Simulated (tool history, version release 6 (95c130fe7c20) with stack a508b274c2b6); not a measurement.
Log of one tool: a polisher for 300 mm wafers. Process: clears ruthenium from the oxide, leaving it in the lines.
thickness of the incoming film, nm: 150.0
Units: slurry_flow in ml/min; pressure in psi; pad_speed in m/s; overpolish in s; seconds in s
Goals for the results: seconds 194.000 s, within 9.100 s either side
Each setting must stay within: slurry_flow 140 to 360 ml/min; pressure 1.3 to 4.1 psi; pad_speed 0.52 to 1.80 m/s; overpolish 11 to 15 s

run 1 day=0.000 | slurry_flow=230 pressure=2.7 pad_speed=1.16 overpolish=15 | seconds=126.010
run 2 day=0.262 | slurry_flow=230 pressure=2.7 pad_speed=1.16 overpolish=15 | seconds=123.980
run 3 day=0.412 | slurry_flow=230 pressure=2.7 pad_speed=1.16 overpolish=11 | seconds=126.330
run 4 day=0.562 | slurry_flow=195 pressure=2.7 pad_speed=1.16 overpolish=11 | seconds=126.960
-- day=0.708 worn pad replaced by a new one
run 5 day=0.708 | slurry_flow=195 pressure=2.5 pad_speed=1.16 overpolish=11 | seconds=124.450
run 6 day=0.775 | slurry_flow=195 pressure=3.1 pad_speed=1.16 overpolish=11 | seconds=109.910
run 7 day=0.912 | slurry_flow=195 pressure=2.9 pad_speed=1.14 overpolish=11 | seconds=114.410
run 8 day=1.138 | slurry_flow=200 pressure=2.7 pad_speed=1.12 overpolish=11 | seconds=122.680
run 9 day=1.254 | slurry_flow=205 pressure=2.5 pad_speed=1.10 overpolish=11 | seconds=129.550
run 10 day=1.354 | slurry_flow=210 pressure=2.3 pad_speed=1.06 overpolish=11 | seconds=141.570

Exactly one of the 4 candidate moves below puts every result within its allowed miss. Which one?
run A day=1.454 | slurry_flow=190 pressure=2.9 pad_speed=1.16 overpolish=14 | seconds=?
run B day=1.454 | slurry_flow=210 pressure=3.3 pad_speed=1.54 overpolish=12 | seconds=?
run C day=1.454 | slurry_flow=235 pressure=1.9 pad_speed=0.84 overpolish=12 | seconds=?
run D day=1.454 | slurry_flow=240 pressure=2.2 pad_speed=0.88 overpolish=12 | seconds=?

move=A seconds=113.460
move=B seconds=78.472
move=C seconds=192.360
move=D seconds=169.810
A: further off than the last run
B: further off than the last run
C: all results land within tolerance of their targets
D: moves toward the targets from the last run without getting all of them in spec
Correct choice: C, which meets every target
